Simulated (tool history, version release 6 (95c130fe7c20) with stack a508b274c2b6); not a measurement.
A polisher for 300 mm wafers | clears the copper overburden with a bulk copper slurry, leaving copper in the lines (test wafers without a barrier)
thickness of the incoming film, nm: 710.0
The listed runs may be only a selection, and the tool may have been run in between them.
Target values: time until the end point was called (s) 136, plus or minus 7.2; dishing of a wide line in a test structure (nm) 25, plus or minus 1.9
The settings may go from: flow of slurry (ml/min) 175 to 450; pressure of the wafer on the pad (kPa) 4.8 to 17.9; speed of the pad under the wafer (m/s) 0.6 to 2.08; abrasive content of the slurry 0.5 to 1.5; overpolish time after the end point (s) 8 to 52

run	hour	flow of slurry (ml/min)	pressure of the wafer on the pad (kPa)	speed of the pad under the wafer (m/s)	abrasive content of the slurry	overpolish time after the end point (s)	time until the end point was called (s)	dishing of a wide line in a test structure (nm)
1	0	290	11	1.34	1	26	102.86	50.491
2	7.2	295	9	1.44	1	20	122.38	43.997
3	8	295	9	1.76	1	20	102.13	44.958
4	15.7	295	7.6	1.86	0.9	16	122.2	38.371
5	17.9	345	7.6	1.94	0.75	13	124.33	34.483
6	21	345	6.2	1.94	0.75	13	147.01	31.43
# hour 23.2: worn pad replaced by a new one
7	23.2	380	6.2	1.98	0.65	11	140.63	29.308
8	28	405	6.2	2.02	0.6	10	145.9	26.834
9	36.2	420	6.2	2.04	0.55	9	148.97	24.261
10	36.8	415	7.6	2.06	0.55	9	122.65	27.804
11	41.2	425	7.6	2.06	0.55	9	121.74	27.74
12	43.7	430	7.6	2.06	0.55	9	119.54	28.071
13	47.9	435	7.6	2.06	0.55	9	121.31	27.931
14	52.9	440	7.6	2.06	0.55	9	122.95	28.079
15	57.6	445	7.6	2.06	0.55	9	119.97	27.145
16	64.4	450	5.5	2.08	0.6	8	156.97	20.911
17	72.3	440	5.5	2.08	0.6	8	159.7	21.106

5 next moves are on the table. One of them brings every result within its allowed miss. Which?
A	80.2	390	6.9	1.9	0.65	8	?	?
B	80.2	415	5.5	2	0.55	11	?	?
C	80.2	430	5.5	1.98	0.6	10	?	?
D	80.2	450	4.8	1.8	0.7	8	?	?
E	80.2	440	5.5	2.02	0.55	12	?	?

move	time until the end point was called (s)	dishing of a wide line in a test structure (nm)
A	136.44	24.709
B	173.64	25.413
C	167.87	24.402
D	191.2	18.741
E	171.69	27.054
A: hits every target within its allowed miss
B: its largest miss is bigger than the last run's
C: its largest miss is bigger than the last run's
D: its largest miss is bigger than the last run's
E: its largest miss is bigger than the last run's
Move A is the one to make.
